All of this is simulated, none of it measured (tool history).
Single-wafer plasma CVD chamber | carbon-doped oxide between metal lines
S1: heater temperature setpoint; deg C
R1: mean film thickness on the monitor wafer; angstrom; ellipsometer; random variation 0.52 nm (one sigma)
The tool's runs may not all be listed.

Run 1, hour 0.0: S1 350 deg C, chamber pressure (Torr) 5.27, RF power (kW) 0.465, deposition time (s) 33.1. Result: R1 1644.7 angstrom.
Run 2, hour 6.1: S1 341 deg C, chamber pressure (Torr) 5.27, RF power (kW) 0.465, deposition time (s) 33.1. Result: R1 1685.3 angstrom.
Run 3, hour 13.1: S1 336 deg C, chamber pressure (Torr) 5.27, RF power (kW) 0.465, deposition time (s) 33.1. Result: R1 1708.8 angstrom.
Run 4, hour 21.9: S1 340 deg C, chamber pressure (Torr) 4.84, RF power (kW) 0.445, deposition time (s) 33.1. Result: R1 1631.8 angstrom.
Run 5, hour 28.9: S1 340 deg C, chamber pressure (Torr) 4.84, RF power (kW) 0.475, deposition time (s) 33.1. Result: R1 1690.6 angstrom.
Run 6, hour 35.4: S1 344 deg C, chamber pressure (Torr) 4.42, RF power (kW) 0.455, deposition time (s) 33.1. Result: R1 1625.5 angstrom.
Run 7, hour 41.8: S1 347 deg C, chamber pressure (Torr) 4.23, RF power (kW) 0.435, deposition time (s) 33.1. Result: R1 1551.7 angstrom.

Forecast run 8:
Run 8, hour 49.0: S1 350 deg C, chamber pressure (Torr) 4.02, RF power (kW) 0.430, deposition time (s) 33.1. Result: R1 ?.

Run 8 gave R1 1524.7 angstrom.
